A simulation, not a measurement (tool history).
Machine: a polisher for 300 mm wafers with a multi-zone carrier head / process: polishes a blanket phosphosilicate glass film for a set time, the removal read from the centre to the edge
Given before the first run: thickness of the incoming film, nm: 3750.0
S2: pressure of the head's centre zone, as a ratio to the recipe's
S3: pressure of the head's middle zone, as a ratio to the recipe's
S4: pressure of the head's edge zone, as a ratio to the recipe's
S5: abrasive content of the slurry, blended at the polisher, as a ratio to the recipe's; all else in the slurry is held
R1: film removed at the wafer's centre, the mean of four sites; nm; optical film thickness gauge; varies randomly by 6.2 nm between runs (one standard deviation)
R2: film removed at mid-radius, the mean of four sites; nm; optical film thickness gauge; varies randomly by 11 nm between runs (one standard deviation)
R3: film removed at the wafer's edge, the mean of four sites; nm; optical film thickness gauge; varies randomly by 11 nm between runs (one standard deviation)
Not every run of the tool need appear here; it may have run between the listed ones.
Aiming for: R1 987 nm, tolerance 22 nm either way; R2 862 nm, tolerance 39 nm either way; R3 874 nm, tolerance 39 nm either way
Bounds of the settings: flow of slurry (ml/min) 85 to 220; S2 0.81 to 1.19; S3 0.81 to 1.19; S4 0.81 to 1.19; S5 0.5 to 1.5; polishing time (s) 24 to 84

run 1 hour=0 | flow_of_slurry_(ml/min)=140 S2=1 S3=1 S4=1 S5=1 polishing_time_(s)=54 | R1=622.47 R2=609.93 R3=612.88
run 2 hour=4.5 | flow_of_slurry_(ml/min)=140 S2=1 S3=1 S4=1 S5=1.15 polishing_time_(s)=54 | R1=655.35 R2=629.71 R3=633.77
run 3 hour=6.9 | flow_of_slurry_(ml/min)=150 S2=1.02 S3=1.02 S4=1.03 S5=1.25 polishing_time_(s)=55 | R1=698.04 R2=697.03 R3=683.7
run 4 hour=11.5 | flow_of_slurry_(ml/min)=160 S2=1.05 S3=1.01 S4=1.05 S5=1.3 polishing_time_(s)=56 | R1=767.44 R2=714.7 R3=714.3
run 5 hour=19.4 | flow_of_slurry_(ml/min)=160 S2=1.05 S3=1.01 S4=1.05 S5=1.5 polishing_time_(s)=56 | R1=784.64 R2=753.66 R3=761.66
run 6 hour=25.2 | flow_of_slurry_(ml/min)=170 S2=1.07 S3=1.01 S4=1.07 S5=1.5 polishing_time_(s)=57 | R1=829.53 R2=763.53 R3=769.06
run 7 hour=32.3 | flow_of_slurry_(ml/min)=170 S2=1.08 S3=1.01 S4=1.08 S5=1.5 polishing_time_(s)=59 | R1=860.04 R2=800.88 R3=805.11
run 8 hour=36.3 | flow_of_slurry_(ml/min)=175 S2=1.09 S3=1.01 S4=1.09 S5=1.5 polishing_time_(s)=60 | R1=894.46 R2=798.8 R3=824.99
run 9 hour=43 | flow_of_slurry_(ml/min)=180 S2=1.1 S3=1.02 S4=1.1 S5=1.5 polishing_time_(s)=60 | R1=901.84 R2=822.74 R3=836.62
run 10 hour=50.4 | flow_of_slurry_(ml/min)=185 S2=1.11 S3=1.02 S4=1.1 S5=1.5 polishing_time_(s)=60 | R1=915.02 R2=804.93 R3=822.47
run 11 hour=59.1 | flow_of_slurry_(ml/min)=185 S2=1.12 S3=1.03 S4=1.11 S5=1.5 polishing_time_(s)=61 | R1=948.98 R2=839.74 R3=847.84

Next run, 5 choices. One meets every target within its allowed miss, the rest don't. Which?
run A hour=67.8 | flow_of_slurry_(ml/min)=145 S2=1.1 S3=1.02 S4=1.17 S5=1.5 polishing_time_(s)=63 | R1=? R2=? R3=?
run B hour=67.8 | flow_of_slurry_(ml/min)=165 S2=1.09 S3=1 S4=1.15 S5=1.5 polishing_time_(s)=62 | R1=? R2=? R3=?
run C hour=67.8 | flow_of_slurry_(ml/min)=185 S2=1.09 S3=0.99 S4=1.13 S5=1.5 polishing_time_(s)=61 | R1=? R2=? R3=?
run D hour=67.8 | flow_of_slurry_(ml/min)=180 S2=1.13 S3=0.95 S4=1.18 S5=1.45 polishing_time_(s)=61 | R1=? R2=? R3=?
run E hour=67.8 | flow_of_slurry_(ml/min)=185 S2=1.16 S3=1.03 S4=1.12 S5=1.35 polishing_time_(s)=64 | R1=? R2=? R3=?

move=A R1=909.07 R2=825.82 R3=879.05
move=B R1=912.41 R2=820.04 R3=873.68
move=C R1=917.84 R2=816.02 R3=864.45
move=D R1=938.03 R2=777.28 R3=873.37
move=E R1=996.59 R2=860.01 R3=876.92
A: misses by more than the last run did
B: misses by more than the last run did
C: misses by more than the last run did
D: misses by more than the last run did
E: every result within its allowed miss
Answer: E
